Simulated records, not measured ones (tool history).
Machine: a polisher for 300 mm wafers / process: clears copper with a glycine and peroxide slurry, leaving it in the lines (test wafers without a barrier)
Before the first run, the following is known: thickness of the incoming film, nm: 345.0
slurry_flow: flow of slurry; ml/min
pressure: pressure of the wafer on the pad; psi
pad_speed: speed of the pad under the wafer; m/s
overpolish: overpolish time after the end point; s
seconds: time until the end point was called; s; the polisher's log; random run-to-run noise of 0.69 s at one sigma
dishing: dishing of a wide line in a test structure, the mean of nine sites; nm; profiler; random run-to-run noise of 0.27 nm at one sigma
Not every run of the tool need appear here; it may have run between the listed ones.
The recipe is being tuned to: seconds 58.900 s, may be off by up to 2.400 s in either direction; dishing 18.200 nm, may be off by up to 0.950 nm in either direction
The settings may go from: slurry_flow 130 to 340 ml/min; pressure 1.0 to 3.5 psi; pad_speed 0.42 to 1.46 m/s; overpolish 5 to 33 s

{"run": 1, "day": 0.0, "slurry_flow": 220, "pressure": 2.2, "pad_speed": 0.94, "overpolish": 17, "seconds": 88.593, "dishing": 36.423}
{"run": 2, "day": 0.025, "slurry_flow": 230, "pressure": 2.1, "pad_speed": 1.04, "overpolish": 15, "seconds": 82.121, "dishing": 34.085}
{"run": 3, "day": 0.146, "slurry_flow": 230, "pressure": 1.6, "pad_speed": 1.04, "overpolish": 15, "seconds": 101.44, "dishing": 27.894}
{"run": 4, "day": 0.475, "slurry_flow": 230, "pressure": 1.6, "pad_speed": 1.04, "overpolish": 19, "seconds": 104.41, "dishing": 34.539}
{"run": 5, "day": 0.554, "slurry_flow": 230, "pressure": 1.9, "pad_speed": 1.04, "overpolish": 19, "seconds": 90.136, "dishing": 39.655}
{"run": 6, "day": 0.696, "slurry_flow": 230, "pressure": 2.3, "pad_speed": 1.04, "overpolish": 19, "seconds": 77.907, "dishing": 44.161}
{"run": 7, "day": 0.821, "slurry_flow": 250, "pressure": 2.1, "pad_speed": 1.12, "overpolish": 16, "seconds": 78.897, "dishing": 37.367}
{"run": 8, "day": 1.012, "slurry_flow": 310, "pressure": 1.7, "pad_speed": 1.38, "overpolish": 8, "seconds": 76.768, "dishing": 20.976}
{"run": 9, "day": 1.079, "slurry_flow": 315, "pressure": 1.8, "pad_speed": 1.4, "overpolish": 7, "seconds": 72.554, "dishing": 19.551}
{"run": 10, "day": 1.121, "slurry_flow": 320, "pressure": 1.9, "pad_speed": 1.42, "overpolish": 7, "seconds": 68.532, "dishing": 21.201}
{"run": 11, "day": 1.425, "slurry_flow": 325, "pressure": 1.9, "pad_speed": 1.42, "overpolish": 7, "seconds": 69.286, "dishing": 20.879}
{"run": 12, "day": 1.529, "slurry_flow": 330, "pressure": 1.9, "pad_speed": 1.42, "overpolish": 7, "seconds": 69.253, "dishing": 21.361}
{"run": 13, "day": 1.888, "slurry_flow": 290, "pressure": 1.9, "pad_speed": 1.42, "overpolish": 7, "seconds": 70.261, "dishing": 20.817}
{"run": 14, "day": 2.096, "slurry_flow": 300, "pressure": 1.9, "pad_speed": 1.42, "overpolish": 7, "seconds": 69.189, "dishing": 21.126}
{"run": 15, "day": 2.258, "slurry_flow": 310, "pressure": 1.9, "pad_speed": 1.42, "overpolish": 7, "seconds": 71.164, "dishing": 20.789}
{"run": 16, "day": 2.362, "slurry_flow": 250, "pressure": 2.0, "pad_speed": 1.46, "overpolish": 5, "seconds": 66.1, "dishing": 15.58}
{"run": 17, "day": 2.442, "slurry_flow": 255, "pressure": 2.1, "pad_speed": 1.46, "overpolish": 5, "seconds": 65.081, "dishing": 16.832}

Which of these 4 next moves meets every target?
{"run": "A", "day": 2.521, "slurry_flow": 260, "pressure": 2.1, "pad_speed": 1.42, "overpolish": 5, "seconds": "?", "dishing": "?"}
{"run": "B", "day": 2.521, "slurry_flow": 280, "pressure": 1.8, "pad_speed": 1.44, "overpolish": 5, "seconds": "?", "dishing": "?"}
{"run": "C", "day": 2.521, "slurry_flow": 245, "pressure": 2.3, "pad_speed": 1.46, "overpolish": 5, "seconds": "?", "dishing": "?"}
{"run": "D", "day": 2.521, "slurry_flow": 265, "pressure": 1.7, "pad_speed": 1.38, "overpolish": 5, "seconds": "?", "dishing": "?"}

move=A seconds=64.123 dishing=16.872
move=B seconds=71.477 dishing=15.219
move=C seconds=58.401 dishing=18.403
move=D seconds=77.792 dishing=14.068
A: an improvement on the last run, though not all results are within tolerance
B: moves away from the targets compared with the last run
C: meets every target
D: moves away from the targets compared with the last run
So the answer is move C, the one that meets all the targets.
